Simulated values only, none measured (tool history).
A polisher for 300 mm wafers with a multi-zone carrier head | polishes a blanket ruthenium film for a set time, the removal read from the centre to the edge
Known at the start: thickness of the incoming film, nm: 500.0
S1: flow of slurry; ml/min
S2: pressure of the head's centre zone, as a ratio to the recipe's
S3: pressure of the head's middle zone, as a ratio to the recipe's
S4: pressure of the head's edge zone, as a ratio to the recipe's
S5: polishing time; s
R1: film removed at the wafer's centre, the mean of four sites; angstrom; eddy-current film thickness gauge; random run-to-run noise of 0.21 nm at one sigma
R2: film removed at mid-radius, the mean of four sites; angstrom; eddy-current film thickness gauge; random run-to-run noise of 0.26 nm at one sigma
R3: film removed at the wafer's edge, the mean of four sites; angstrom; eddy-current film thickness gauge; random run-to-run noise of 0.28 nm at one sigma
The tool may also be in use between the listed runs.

Run 1, hour 0.0: S1 240 ml/min, S2 1.00, S3 1.00, S4 1.00, S5 51 s. Result: R1 434.82 angstrom, R2 426.81 angstrom, R3 444.47 angstrom.
Run 2, hour 3.3: S1 240 ml/min, S2 0.93, S3 1.00, S4 1.00, S5 51 s. Result: R1 401.43 angstrom, R2 417.68 angstrom, R3 443.89 angstrom.
Run 3, hour 7.3: S1 235 ml/min, S2 0.93, S3 0.95, S4 0.97, S5 43 s. Result: R1 341.82 angstrom, R2 338.03 angstrom, R3 360.29 angstrom.
Run 4, hour 10.3: S1 235 ml/min, S2 0.93, S3 0.95, S4 0.90, S5 43 s. Result: R1 344.74 angstrom, R2 335.74 angstrom, R3 351.34 angstrom.
Run 5, hour 17.8: S1 235 ml/min, S2 0.93, S3 0.98, S4 0.90, S5 43 s. Result: R1 344.53 angstrom, R2 348.07 angstrom, R3 349.19 angstrom.
Run 6, hour 24.3: S1 235 ml/min, S2 0.97, S3 0.98, S4 0.90, S5 43 s. Result: R1 353.19 angstrom, R2 351.24 angstrom, R3 352.63 angstrom.
Run 7, hour 33.2: S1 225 ml/min, S2 0.94, S3 0.93, S4 0.90, S5 39 s. Result: R1 307.03 angstrom, R2 306.55 angstrom, R3 311.89 angstrom.
Run 8, hour 38.6: S1 265 ml/min, S2 0.92, S3 0.90, S4 0.92, S5 35 s. Result: R1 280.10 angstrom, R2 268.67 angstrom, R3 299.62 angstrom.
Run 9, hour 41.7: S1 270 ml/min, S2 0.92, S3 0.88, S4 0.91, S5 33 s. Result: R1 258.59 angstrom, R2 250.80 angstrom, R3 276.00 angstrom.
Run 10, hour 47.0: S1 215 ml/min, S2 0.96, S3 0.81, S4 0.94, S5 27 s. Result: R1 220.63 angstrom, R2 184.76 angstrom, R3 224.14 angstrom.

Run 11 is up next; what results do you expect?
Run 11, hour 51.1: S1 230 ml/min, S2 0.95, S3 0.82, S4 0.94, S5 27 s. Result: R1 ?, R2 ?, R3 ?.

{"run 11": {"R1": 217.41, "R2": 191.17, "R3": 225.91}}
